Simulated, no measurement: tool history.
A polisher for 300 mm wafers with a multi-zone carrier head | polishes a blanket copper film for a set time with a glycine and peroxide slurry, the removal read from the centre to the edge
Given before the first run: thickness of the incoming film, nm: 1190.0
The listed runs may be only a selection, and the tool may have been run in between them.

run  hour  flow of slurry (ml/min)  pressure of the head's centre zone  pressure of the head's middle zone  pressure of the head's edge zone  polishing time (s)  film removed at the wafer's centre (angstrom)  film removed at mid-radius (angstrom)  film removed at the wafer's edge (angstrom)
  1     0                      295                                   1                                   1                                 1                  59                                         2353.3                                   2393                                       2234.7
  2   6.2                      295                                   1                                   1                              0.94                  59                                         2356.2                                 2401.6                                       2183.2
  3   8.1                      295                                   1                                   1                              0.89                  59                                         2414.3                                 2377.2                                       2120.3
  4  12.7                      295                                0.95                                   1                              0.89                  59                                           2287                                 2409.2                                       2137.7
  5  18.1                      290                                0.98                                0.98                              0.87                  54                                         2073.6                                   2141                                       1910.1
  6  21.9                      290                                0.98                                0.93                              0.87                  54                                         2149.3                                 2050.6                                         1901

Estimate the outcome of run 7 from the log above:
     22.8  -- worn pad replaced by a new one
  7  22.8                      285                                   1                                0.92                              0.85                  51                                              ?                                      ?                                            ?

film removed at the wafer's centre (angstrom): 2293.9
film removed at mid-radius (angstrom): 2160.8
film removed at the wafer's edge (angstrom): 1995.8

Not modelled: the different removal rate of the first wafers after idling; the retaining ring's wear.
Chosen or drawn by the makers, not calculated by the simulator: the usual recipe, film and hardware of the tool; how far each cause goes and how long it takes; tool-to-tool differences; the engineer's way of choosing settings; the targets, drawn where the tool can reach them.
